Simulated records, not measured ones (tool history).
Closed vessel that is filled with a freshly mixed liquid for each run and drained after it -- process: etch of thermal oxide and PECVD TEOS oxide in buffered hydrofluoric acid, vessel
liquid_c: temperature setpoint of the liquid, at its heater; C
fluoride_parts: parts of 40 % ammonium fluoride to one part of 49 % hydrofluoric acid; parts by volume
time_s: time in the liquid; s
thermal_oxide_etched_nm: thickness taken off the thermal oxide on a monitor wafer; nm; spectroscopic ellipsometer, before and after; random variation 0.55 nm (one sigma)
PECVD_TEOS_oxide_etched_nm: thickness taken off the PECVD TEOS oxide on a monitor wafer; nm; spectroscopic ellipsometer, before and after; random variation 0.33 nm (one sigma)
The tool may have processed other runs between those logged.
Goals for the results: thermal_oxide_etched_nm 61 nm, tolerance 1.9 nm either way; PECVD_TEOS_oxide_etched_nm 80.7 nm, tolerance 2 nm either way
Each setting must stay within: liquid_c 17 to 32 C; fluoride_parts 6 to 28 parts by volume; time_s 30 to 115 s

Run 1, hour 0: liquid_c 24 C, fluoride_parts 17 parts by volume, time_s 60 s. Result: thermal_oxide_etched_nm 38.9 nm, PECVD_TEOS_oxide_etched_nm 50.898 nm.
Run 2, hour 0.9: liquid_c 24 C, fluoride_parts 17 parts by volume, time_s 70 s. Result: thermal_oxide_etched_nm 45.333 nm, PECVD_TEOS_oxide_etched_nm 59.532 nm.
Run 3, hour 8: liquid_c 24 C, fluoride_parts 20 parts by volume, time_s 70 s. Result: thermal_oxide_etched_nm 38.687 nm, PECVD_TEOS_oxide_etched_nm 51.224 nm.
Run 4, hour 15.3: liquid_c 24 C, fluoride_parts 20 parts by volume, time_s 85 s. Result: thermal_oxide_etched_nm 47.021 nm, PECVD_TEOS_oxide_etched_nm 62.049 nm.
Run 5, hour 23: liquid_c 25.5 C, fluoride_parts 20 parts by volume, time_s 85 s. Result: thermal_oxide_etched_nm 51.21 nm, PECVD_TEOS_oxide_etched_nm 67.512 nm.
Run 6, hour 31.9: liquid_c 25.5 C, fluoride_parts 25 parts by volume, time_s 85 s. Result: thermal_oxide_etched_nm 44.102 nm, PECVD_TEOS_oxide_etched_nm 57.833 nm.
Run 7, hour 35.9: liquid_c 25.5 C, fluoride_parts 25 parts by volume, time_s 85 s. Result: thermal_oxide_etched_nm 43.563 nm, PECVD_TEOS_oxide_etched_nm 58.074 nm.
Run 8, hour 41.5: liquid_c 27 C, fluoride_parts 25 parts by volume, time_s 85 s. Result: thermal_oxide_etched_nm 47.318 nm, PECVD_TEOS_oxide_etched_nm 62.605 nm.
Run 9, hour 49.5: liquid_c 28.5 C, fluoride_parts 25 parts by volume, time_s 85 s. Result: thermal_oxide_etched_nm 50.969 nm, PECVD_TEOS_oxide_etched_nm 67.407 nm.
Run 10, hour 58.3: liquid_c 29.5 C, fluoride_parts 25 parts by volume, time_s 85 s. Result: thermal_oxide_etched_nm 53.886 nm, PECVD_TEOS_oxide_etched_nm 71.845 nm.

Of the 4 settings listed for the next run, only one would bring every result within its allowed miss of target. Which one?
Run A, hour 67.1: liquid_c 28.5 C, fluoride_parts 24.5 parts by volume, time_s 100 s. Result: thermal_oxide_etched_nm ?, PECVD_TEOS_oxide_etched_nm ?.
Run B, hour 67.1: liquid_c 28.5 C, fluoride_parts 27 parts by volume, time_s 115 s. Result: thermal_oxide_etched_nm ?, PECVD_TEOS_oxide_etched_nm ?.
Run C, hour 67.1: liquid_c 31.5 C, fluoride_parts 21 parts by volume, time_s 80 s. Result: thermal_oxide_etched_nm ?, PECVD_TEOS_oxide_etched_nm ?.
Run D, hour 67.1: liquid_c 28 C, fluoride_parts 23 parts by volume, time_s 90 s. Result: thermal_oxide_etched_nm ?, PECVD_TEOS_oxide_etched_nm ?.

move  thermal_oxide_etched_nm  PECVD_TEOS_oxide_etched_nm
   A                   61.408                      80.665
   B                    66.07                      86.789
   C                   64.043                      84.127
   D                   56.182                      73.801
A: all results in spec
B: takes the biggest miss from the last run beyond its target
C: takes the biggest miss from the last run beyond its target
D: closer than the last run, but not yet in spec
Go with A: it meets all targets.
